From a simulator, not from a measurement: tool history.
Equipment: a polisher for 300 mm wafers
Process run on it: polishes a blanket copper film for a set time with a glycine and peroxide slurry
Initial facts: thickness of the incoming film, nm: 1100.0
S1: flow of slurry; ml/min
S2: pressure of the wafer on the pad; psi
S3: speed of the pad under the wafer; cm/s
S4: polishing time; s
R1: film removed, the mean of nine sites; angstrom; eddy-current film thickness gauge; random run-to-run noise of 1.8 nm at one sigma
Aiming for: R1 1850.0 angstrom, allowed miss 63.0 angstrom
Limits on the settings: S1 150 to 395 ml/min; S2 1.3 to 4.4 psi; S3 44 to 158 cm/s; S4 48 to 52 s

run,hour,S1,S2,S3,S4,R1
1,0.0,250,2.8,100,52,3319.2
2,3.9,250,2.8,118,52,3811.4
3,5.1,250,2.8,136,52,4261.9
4,8.5,250,2.8,150,52,4634.8
5,13.3,250,2.8,150,48,4202.0
6,19.6,245,2.6,140,48,3731.8
7,28.2,240,2.4,134,48,3407.5
8,32.2,235,2.2,128,48,3027.3
9,39.7,230,2.1,124,48,2828.7
10,40.4,225,2.0,120,48,2673.1
11,43.8,220,1.9,118,48,2435.3
12,48.3,215,1.8,118,48,2413.2
13,49.2,210,1.7,116,48,2271.2
14,57.6,205,1.6,116,48,2152.4
15,58.8,200,1.6,116,48,2110.1
16,65.4,185,1.3,110,48,1756.8
17,71.9,190,1.3,110,48,1734.7
18,80.1,195,1.3,110,48,1759.1
19,82.1,200,1.3,110,48,1750.7

Which one of the following 5 next-run settings gets every result inside its allowed miss? There is exactly one.
A,84.1,150,1.4,120,48,?
B,84.1,205,1.4,86,51,?
C,84.1,195,1.6,76,52,?
D,84.1,220,1.3,102,48,?
E,84.1,180,1.3,98,50,?

move,R1
A,1853.9
B,1659.6
C,1695.7
D,1678.9
E,1650.6
A: every result within its allowed miss
B: its largest miss is bigger than the last run's
C: its largest miss is bigger than the last run's
D: its largest miss is bigger than the last run's
E: its largest miss is bigger than the last run's
So the answer is move A, the one that meets all the targets.
